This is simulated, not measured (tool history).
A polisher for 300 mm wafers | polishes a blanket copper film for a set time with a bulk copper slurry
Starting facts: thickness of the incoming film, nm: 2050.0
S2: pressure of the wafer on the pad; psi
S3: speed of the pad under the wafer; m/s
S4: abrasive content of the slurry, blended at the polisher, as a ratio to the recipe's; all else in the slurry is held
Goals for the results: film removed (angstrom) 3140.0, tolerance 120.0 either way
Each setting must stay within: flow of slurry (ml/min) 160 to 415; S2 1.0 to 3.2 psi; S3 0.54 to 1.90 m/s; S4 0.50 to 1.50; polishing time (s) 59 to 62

run 1 hour=0.0 | flow_of_slurry_(ml/min)=265 S2=2.1 S3=1.22 S4=1.00 polishing_time_(s)=59 | film_removed_(angstrom)=4836.7
run 2 hour=6.5 | flow_of_slurry_(ml/min)=265 S2=2.0 S3=1.22 S4=1.00 polishing_time_(s)=59 | film_removed_(angstrom)=4566.8
run 3 hour=9.0 | flow_of_slurry_(ml/min)=295 S2=2.0 S3=1.22 S4=1.00 polishing_time_(s)=59 | film_removed_(angstrom)=4629.9
run 4 hour=13.6 | flow_of_slurry_(ml/min)=365 S2=2.0 S3=1.22 S4=1.00 polishing_time_(s)=59 | film_removed_(angstrom)=4745.8
-- hour=19.8 worn pad replaced by a new one
run 5 hour=19.8 | flow_of_slurry_(ml/min)=365 S2=2.0 S3=1.22 S4=1.00 polishing_time_(s)=59 | film_removed_(angstrom)=5225.8
run 6 hour=21.1 | flow_of_slurry_(ml/min)=365 S2=2.0 S3=1.22 S4=1.00 polishing_time_(s)=62 | film_removed_(angstrom)=5621.8
run 7 hour=29.3 | flow_of_slurry_(ml/min)=350 S2=1.9 S3=1.22 S4=1.00 polishing_time_(s)=62 | film_removed_(angstrom)=5297.0
run 8 hour=35.0 | flow_of_slurry_(ml/min)=335 S2=1.8 S3=1.20 S4=1.00 polishing_time_(s)=62 | film_removed_(angstrom)=4930.8
run 9 hour=36.7 | flow_of_slurry_(ml/min)=325 S2=1.7 S3=1.18 S4=1.00 polishing_time_(s)=62 | film_removed_(angstrom)=4590.0
run 10 hour=37.9 | flow_of_slurry_(ml/min)=315 S2=1.6 S3=1.18 S4=1.00 polishing_time_(s)=62 | film_removed_(angstrom)=4314.3
run 11 hour=38.8 | flow_of_slurry_(ml/min)=305 S2=1.5 S3=1.18 S4=1.00 polishing_time_(s)=62 | film_removed_(angstrom)=4056.4
run 12 hour=44.8 | flow_of_slurry_(ml/min)=305 S2=1.5 S3=1.18 S4=1.00 polishing_time_(s)=62 | film_removed_(angstrom)=4136.4
run 13 hour=48.4 | flow_of_slurry_(ml/min)=295 S2=1.4 S3=1.18 S4=1.00 polishing_time_(s)=62 | film_removed_(angstrom)=3779.4
run 14 hour=49.3 | flow_of_slurry_(ml/min)=285 S2=1.4 S3=1.18 S4=1.00 polishing_time_(s)=62 | film_removed_(angstrom)=3763.9
run 15 hour=55.7 | flow_of_slurry_(ml/min)=275 S2=1.4 S3=1.18 S4=1.00 polishing_time_(s)=62 | film_removed_(angstrom)=3739.5

Which of these 4 next moves meets every target?
run A hour=62.1 | flow_of_slurry_(ml/min)=220 S2=1.4 S3=1.04 S4=1.10 polishing_time_(s)=59 | film_removed_(angstrom)=?
run B hour=62.1 | flow_of_slurry_(ml/min)=280 S2=1.6 S3=1.26 S4=0.95 polishing_time_(s)=62 | film_removed_(angstrom)=?
run C hour=62.1 | flow_of_slurry_(ml/min)=215 S2=1.7 S3=1.08 S4=1.30 polishing_time_(s)=62 | film_removed_(angstrom)=?
run D hour=62.1 | flow_of_slurry_(ml/min)=300 S2=1.7 S3=1.04 S4=1.05 polishing_time_(s)=60 | film_removed_(angstrom)=?

move=A film_removed_(angstrom)=3074.8
move=B film_removed_(angstrom)=4398.3
move=C film_removed_(angstrom)=4185.4
move=D film_removed_(angstrom)=3862.0
A: all results in spec
B: moves away from the targets compared with the last run
C: moves away from the targets compared with the last run
D: moves away from the targets compared with the last run
Correct choice: A, which meets every target

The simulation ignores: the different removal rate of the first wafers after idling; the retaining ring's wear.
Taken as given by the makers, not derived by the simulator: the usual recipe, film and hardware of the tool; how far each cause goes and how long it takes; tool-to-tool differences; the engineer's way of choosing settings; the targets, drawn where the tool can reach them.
